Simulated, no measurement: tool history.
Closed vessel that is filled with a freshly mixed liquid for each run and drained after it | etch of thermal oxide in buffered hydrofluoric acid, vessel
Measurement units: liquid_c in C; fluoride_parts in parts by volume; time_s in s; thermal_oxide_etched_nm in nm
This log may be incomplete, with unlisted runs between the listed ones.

run	hour	liquid_c	fluoride_parts	time_s	thermal_oxide_etched_nm
1	0	24	15	30	23.085
2	3.4	24	13	30	26.24
3	11	24	10.5	30	32.398
4	19.7	24	7.5	30	43.824
5	28.8	24	5.5	30	58.861
6	31.7	23	6	30	51.553
7	34.1	22.5	6.5	30	46.509

Predict the results of run 8:
8	36.8	22	7	30	?

Logged for run 8: thermal_oxide_etched_nm 42.488 nm.
